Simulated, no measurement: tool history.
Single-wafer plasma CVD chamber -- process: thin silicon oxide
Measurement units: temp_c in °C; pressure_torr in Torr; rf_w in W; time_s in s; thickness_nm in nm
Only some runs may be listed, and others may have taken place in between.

{"run": 1, "hour": 0.0, "temp_c": 425, "pressure_torr": 0.769, "rf_w": 215, "time_s": 4.32, "thickness_nm": 6.4914}
{"run": 2, "hour": 3.9, "temp_c": 425, "pressure_torr": 0.681, "rf_w": 210, "time_s": 4.32, "thickness_nm": 5.6657}
{"run": 3, "hour": 5.9, "temp_c": 425, "pressure_torr": 0.681, "rf_w": 180, "time_s": 4.32, "thickness_nm": 5.0524}
{"run": 4, "hour": 9.9, "temp_c": 433, "pressure_torr": 0.681, "rf_w": 180, "time_s": 4.32, "thickness_nm": 5.0482}
{"run": 5, "hour": 17.5, "temp_c": 433, "pressure_torr": 0.645, "rf_w": 180, "time_s": 4.32, "thickness_nm": 4.7659}
{"run": 6, "hour": 19.7, "temp_c": 433, "pressure_torr": 0.623, "rf_w": 180, "time_s": 4.32, "thickness_nm": 4.5908}
{"run": 7, "hour": 22.4, "temp_c": 434, "pressure_torr": 0.61, "rf_w": 180, "time_s": 4.32, "thickness_nm": 4.4785}
{"run": 8, "hour": 23.3, "temp_c": 435, "pressure_torr": 0.602, "rf_w": 180, "time_s": 4.32, "thickness_nm": 4.4165}
{"run": 9, "hour": 25.2, "temp_c": 436, "pressure_torr": 0.597, "rf_w": 180, "time_s": 4.32, "thickness_nm": 4.3584}
{"hour": 31.6, "done": "capacitance manometer re-zeroed and calibrated"}
{"run": 10, "hour": 31.6, "temp_c": 437, "pressure_torr": 0.595, "rf_w": 180, "time_s": 4.32, "thickness_nm": 4.0512}
{"run": 11, "hour": 33.3, "temp_c": 436, "pressure_torr": 0.595, "rf_w": 180, "time_s": 4.32, "thickness_nm": 4.038}
{"run": 12, "hour": 34.6, "temp_c": 434, "pressure_torr": 0.596, "rf_w": 180, "time_s": 4.32, "thickness_nm": 4.0522}
{"run": 13, "hour": 36.5, "temp_c": 435, "pressure_torr": 0.601, "rf_w": 180, "time_s": 4.32, "thickness_nm": 4.1026}
{"run": 14, "hour": 44.4, "temp_c": 433, "pressure_torr": 0.602, "rf_w": 180, "time_s": 4.32, "thickness_nm": 4.1173}
{"run": 15, "hour": 50.4, "temp_c": 435, "pressure_torr": 0.603, "rf_w": 180, "time_s": 4.32, "thickness_nm": 4.1077}
{"run": 16, "hour": 54.0, "temp_c": 433, "pressure_torr": 0.604, "rf_w": 180, "time_s": 4.32, "thickness_nm": 4.135}
{"run": 17, "hour": 57.8, "temp_c": 435, "pressure_torr": 0.605, "rf_w": 180, "time_s": 4.32, "thickness_nm": 4.1186}

Estimate the outcome of run 18 from the log above:
{"run": 18, "hour": 59.9, "temp_c": 433, "pressure_torr": 0.606, "rf_w": 180, "time_s": 4.32, "thickness_nm": "?"}

thickness_nm: 4.1365 nm
